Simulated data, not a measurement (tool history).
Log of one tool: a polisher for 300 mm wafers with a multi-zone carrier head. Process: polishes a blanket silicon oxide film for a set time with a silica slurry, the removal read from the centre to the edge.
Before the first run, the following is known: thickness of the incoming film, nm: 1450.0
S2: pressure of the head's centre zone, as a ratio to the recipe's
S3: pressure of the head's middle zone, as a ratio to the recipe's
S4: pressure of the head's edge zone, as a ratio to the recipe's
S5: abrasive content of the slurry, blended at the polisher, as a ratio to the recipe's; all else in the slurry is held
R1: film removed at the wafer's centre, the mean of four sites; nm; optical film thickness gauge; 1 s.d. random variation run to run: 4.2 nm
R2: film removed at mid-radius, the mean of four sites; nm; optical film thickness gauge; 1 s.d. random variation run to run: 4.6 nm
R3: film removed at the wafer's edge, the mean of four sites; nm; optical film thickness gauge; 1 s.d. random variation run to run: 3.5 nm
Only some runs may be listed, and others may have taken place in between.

{"run": 1, "day": 0.0, "flow of slurry (ml/min)": 210, "S2": 1, "S3": 1, "S4": 1, "S5": 1, "polishing time (s)": 61, "R1": 294.1, "R2": 289.16, "R3": 296.61}
{"run": 2, "day": 0.125, "flow of slurry (ml/min)": 215, "S2": 0.98, "S3": 1.01, "S4": 1.04, "S5": 1.05, "polishing time (s)": 61, "R1": 299.62, "R2": 296.55, "R3": 313.75}
{"run": 3, "day": 0.204, "flow of slurry (ml/min)": 220, "S2": 0.96, "S3": 1.03, "S4": 1.07, "S5": 1.05, "polishing time (s)": 61, "R1": 288.16, "R2": 302.21, "R3": 309.8}
{"run": 4, "day": 0.542, "flow of slurry (ml/min)": 220, "S2": 0.96, "S3": 1.03, "S4": 1.07, "S5": 1.05, "polishing time (s)": 56, "R1": 271.92, "R2": 288.16, "R3": 286.6}
{"run": 5, "day": 0.888, "flow of slurry (ml/min)": 220, "S2": 1.01, "S3": 1.03, "S4": 1.07, "S5": 1.05, "polishing time (s)": 56, "R1": 284, "R2": 284.42, "R3": 285.87}
{"run": 6, "day": 1.112, "flow of slurry (ml/min)": 220, "S2": 0.98, "S3": 1.03, "S4": 1.09, "S5": 1.15, "polishing time (s)": 56, "R1": 289.54, "R2": 296.83, "R3": 299.95}
{"run": 7, "day": 1.142, "flow of slurry (ml/min)": 220, "S2": 0.95, "S3": 1.02, "S4": 1.11, "S5": 1.2, "polishing time (s)": 57, "R1": 273.71, "R2": 302.24, "R3": 313.87}
{"run": 8, "day": 1.346, "flow of slurry (ml/min)": 225, "S2": 0.96, "S3": 1.01, "S4": 1.12, "S5": 1.25, "polishing time (s)": 57, "R1": 285.09, "R2": 308.68, "R3": 326.15}
{"run": 9, "day": 1.571, "flow of slurry (ml/min)": 230, "S2": 0.96, "S3": 1.01, "S4": 1.13, "S5": 1.3, "polishing time (s)": 57, "R1": 296.24, "R2": 314.81, "R3": 332.72}
{"run": 10, "day": 1.604, "flow of slurry (ml/min)": 235, "S2": 0.95, "S3": 1.01, "S4": 1.14, "S5": 1.35, "polishing time (s)": 57, "R1": 296.13, "R2": 314.65, "R3": 328.33}
{"run": 11, "day": 1.717, "flow of slurry (ml/min)": 225, "S2": 0.95, "S3": 1.01, "S4": 1.15, "S5": 1.4, "polishing time (s)": 57, "R1": 300.2, "R2": 324.84, "R3": 339.67}
{"run": 12, "day": 1.867, "flow of slurry (ml/min)": 225, "S2": 0.95, "S3": 1, "S4": 1.16, "S5": 1.4, "polishing time (s)": 57, "R1": 300.97, "R2": 313.31, "R3": 336.47}
{"run": 13, "day": 2.05, "flow of slurry (ml/min)": 230, "S2": 0.94, "S3": 1, "S4": 1.17, "S5": 1.4, "polishing time (s)": 57, "R1": 302.53, "R2": 320.88, "R3": 337.32}

What will run 14 give?
{"run": 14, "day": 2.217, "flow of slurry (ml/min)": 225, "S2": 0.93, "S3": 0.99, "S4": 1.17, "S5": 1.4, "polishing time (s)": 58, "R1": "?", "R2": "?", "R3": "?"}

{"run 14": {"R1": 300.3, "R2": 310.05, "R3": 347.45}}
